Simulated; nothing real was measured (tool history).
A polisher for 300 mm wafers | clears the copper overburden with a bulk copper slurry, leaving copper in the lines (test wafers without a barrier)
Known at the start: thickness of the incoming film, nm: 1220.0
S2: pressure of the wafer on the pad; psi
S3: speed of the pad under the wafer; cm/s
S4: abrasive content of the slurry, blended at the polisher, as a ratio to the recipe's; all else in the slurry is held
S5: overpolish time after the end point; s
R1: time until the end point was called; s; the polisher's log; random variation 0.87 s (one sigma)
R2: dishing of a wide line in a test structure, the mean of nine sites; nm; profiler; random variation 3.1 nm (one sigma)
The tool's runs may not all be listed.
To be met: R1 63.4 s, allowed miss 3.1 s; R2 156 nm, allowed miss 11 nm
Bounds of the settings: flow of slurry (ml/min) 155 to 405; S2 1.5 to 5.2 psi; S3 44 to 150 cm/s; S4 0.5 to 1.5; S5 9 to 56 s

Run 1, hour 0: flow of slurry (ml/min) 260, S2 3.3 psi, S3 96 cm/s, S4 1, S5 29 s. Result: R1 105.09 s, R2 136.51 nm.
Run 2, hour 8.4: flow of slurry (ml/min) 260, S2 3.3 psi, S3 96 cm/s, S4 1, S5 39 s. Result: R1 108.7 s, R2 144.95 nm.
Run 3, hour 15.7: flow of slurry (ml/min) 260, S2 4 psi, S3 96 cm/s, S4 1, S5 39 s. Result: R1 90.395 s, R2 154.07 nm.
Run 4, hour 20.8: flow of slurry (ml/min) 260, S2 4.3 psi, S3 96 cm/s, S4 1, S5 35 s. Result: R1 83.239 s, R2 164.81 nm.
Run 5, hour 25.7: flow of slurry (ml/min) 320, S2 4.3 psi, S3 96 cm/s, S4 1, S5 35 s. Result: R1 80.163 s, R2 153.29 nm.
Run 6, hour 33.3: flow of slurry (ml/min) 330, S2 4.5 psi, S3 96 cm/s, S4 1, S5 33 s. Result: R1 76.306 s, R2 161.01 nm.
Run 7, hour 40.7: flow of slurry (ml/min) 340, S2 4.6 psi, S3 98 cm/s, S4 1, S5 28 s. Result: R1 72.641 s, R2 157.26 nm.
Run 8, hour 44.3: flow of slurry (ml/min) 350, S2 4.7 psi, S3 98 cm/s, S4 1, S5 25 s. Result: R1 73.664 s, R2 152.26 nm.
Run 9, hour 50.2: flow of slurry (ml/min) 355, S2 4.8 psi, S3 100 cm/s, S4 1, S5 23 s. Result: R1 68.821 s, R2 150.46 nm.
Run 10, hour 54.8: flow of slurry (ml/min) 355, S2 4.9 psi, S3 100 cm/s, S4 1, S5 23 s. Result: R1 67.464 s, R2 152.76 nm.

Which of these 5 next moves meets every target?
Run A, hour 59.4: flow of slurry (ml/min) 365, S2 5.2 psi, S3 116 cm/s, S4 1, S5 18 s. Result: R1 ?, R2 ?.
Run B, hour 59.4: flow of slurry (ml/min) 305, S2 5.2 psi, S3 112 cm/s, S4 0.95, S5 19 s. Result: R1 ?, R2 ?.
Run C, hour 59.4: flow of slurry (ml/min) 380, S2 4.8 psi, S3 94 cm/s, S4 1, S5 29 s. Result: R1 ?, R2 ?.
Run D, hour 59.4: flow of slurry (ml/min) 340, S2 4.3 psi, S3 120 cm/s, S4 1.2, S5 25 s. Result: R1 ?, R2 ?.
Run E, hour 59.4: flow of slurry (ml/min) 395, S2 3.5 psi, S3 134 cm/s, S4 1.15, S5 44 s. Result: R1 ?, R2 ?.

move      R1      R2
   A  54.271  152.49
   B   57.33  152.45
   C  71.824  159.68
   D  61.738  156.58
   E  67.525  160.53
A: takes the result that was furthest off past its target
B: takes the result that was furthest off past its target
C: further off than the last run
D: meets every target
E: as far off as the last run
Answer: D
